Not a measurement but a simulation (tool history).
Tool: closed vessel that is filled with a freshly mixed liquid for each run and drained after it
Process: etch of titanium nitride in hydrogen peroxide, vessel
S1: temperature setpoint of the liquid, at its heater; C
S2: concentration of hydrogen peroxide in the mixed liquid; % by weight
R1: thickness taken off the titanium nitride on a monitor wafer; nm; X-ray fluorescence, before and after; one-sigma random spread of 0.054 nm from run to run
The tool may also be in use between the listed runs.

Run 1, hour 0: S1 55 C, S2 21.5 % by weight, time in the liquid (s) 575. Result: R1 27.397 nm.
Run 2, hour 3.9: S1 55 C, S2 21.5 % by weight, time in the liquid (s) 575. Result: R1 27.265 nm.
Run 3, hour 6.5: S1 52.5 C, S2 21.5 % by weight, time in the liquid (s) 575. Result: R1 22.984 nm.
Run 4, hour 11.4: S1 50.5 C, S2 21.5 % by weight, time in the liquid (s) 575. Result: R1 19.874 nm.
Run 5, hour 18.4: S1 50.5 C, S2 21.5 % by weight, time in the liquid (s) 615. Result: R1 21.302 nm.
Run 6, hour 26.2: S1 53.5 C, S2 21.5 % by weight, time in the liquid (s) 615. Result: R1 26.359 nm.
Run 7, hour 34.7: S1 51 C, S2 21.5 % by weight, time in the liquid (s) 615. Result: R1 22.161 nm.
Run 8, hour 36.4: S1 49.5 C, S2 21.5 % by weight, time in the liquid (s) 615. Result: R1 19.742 nm.
Run 9, hour 44.9: S1 48.5 C, S2 21.5 % by weight, time in the liquid (s) 615. Result: R1 18.323 nm.
Run 10, hour 46.3: S1 47.5 C, S2 21.5 % by weight, time in the liquid (s) 615. Result: R1 17.22 nm.
Run 11, hour 47.3: S1 47 C, S2 21.5 % by weight, time in the liquid (s) 615. Result: R1 16.451 nm.

Expected results for the next run?
Run 12, hour 52.2: S1 46.5 C, S2 21.5 % by weight, time in the liquid (s) 615. Result: R1 ?.

Run 12 gave R1 15.779 nm.
